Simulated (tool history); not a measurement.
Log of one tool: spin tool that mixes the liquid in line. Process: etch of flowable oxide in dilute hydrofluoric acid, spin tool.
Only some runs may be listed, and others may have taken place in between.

run,hour,temperature setpoint of the liquid (C),parts of water to one part of 49 % hydrofluoric acid (parts by volume),time under the liquid (s),thickness taken off the flowable oxide on a monitor wafer (angstrom)
1,0.0,22.0,255,230,170.51
2,7.5,23.5,255,230,181.72
3,15.2,23.5,255,250,196.56
4,20.8,24.5,255,250,203.99
5,28.7,24.5,210,250,260.76
6,33.5,23.5,210,250,249.17

Expected results for the next run?
7,38.3,23.0,210,250,?

{"run 7": {"thickness taken off the flowable oxide on a monitor wafer (angstrom)": 246.2}}
